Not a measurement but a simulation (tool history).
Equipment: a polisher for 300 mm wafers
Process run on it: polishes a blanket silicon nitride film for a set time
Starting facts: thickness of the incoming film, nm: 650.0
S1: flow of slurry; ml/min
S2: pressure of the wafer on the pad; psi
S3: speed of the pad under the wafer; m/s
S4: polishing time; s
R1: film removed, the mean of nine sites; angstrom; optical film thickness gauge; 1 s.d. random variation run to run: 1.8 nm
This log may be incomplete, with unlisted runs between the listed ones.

run	hour	S1	S2	S3	S4	R1
1	0.0	125	3.5	1.12	86	1724.5
2	7.8	125	3.8	1.12	86	1872.0
3	15.0	135	4.0	1.12	86	1959.4
4	18.0	135	4.0	0.96	86	1781.9
5	21.3	135	4.0	0.96	86	1745.6
6	27.3	135	4.3	0.96	86	1885.5
7	34.5	140	4.5	0.96	86	1993.1
8	37.2	140	4.5	0.96	86	1978.8

What will run 9 give?
9	45.1	175	5.2	0.96	86	?

Run 9 produced R1 2295.1 angstrom.

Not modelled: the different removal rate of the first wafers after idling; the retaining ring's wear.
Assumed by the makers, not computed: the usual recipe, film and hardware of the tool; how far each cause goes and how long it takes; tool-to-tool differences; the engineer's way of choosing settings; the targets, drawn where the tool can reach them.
